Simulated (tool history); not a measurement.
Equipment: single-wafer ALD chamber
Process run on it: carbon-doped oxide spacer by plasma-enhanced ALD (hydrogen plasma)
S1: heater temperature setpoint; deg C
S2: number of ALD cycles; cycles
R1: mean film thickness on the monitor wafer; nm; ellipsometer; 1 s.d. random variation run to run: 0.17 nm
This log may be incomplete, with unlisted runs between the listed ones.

run,day,S1,S2,R1
1,0,420,507,24.055
2,0.325,419,518,24.934
3,0.367,418,525,25.095
4,0.604,417,534,26.029
5,0.854,407,534,26.759
6,1.033,402,534,26.938
7,1.333,402,539,27.438

Expected results for the next run?
8,1.542,402,543,?

Run 8 gave R1 27.645 nm.

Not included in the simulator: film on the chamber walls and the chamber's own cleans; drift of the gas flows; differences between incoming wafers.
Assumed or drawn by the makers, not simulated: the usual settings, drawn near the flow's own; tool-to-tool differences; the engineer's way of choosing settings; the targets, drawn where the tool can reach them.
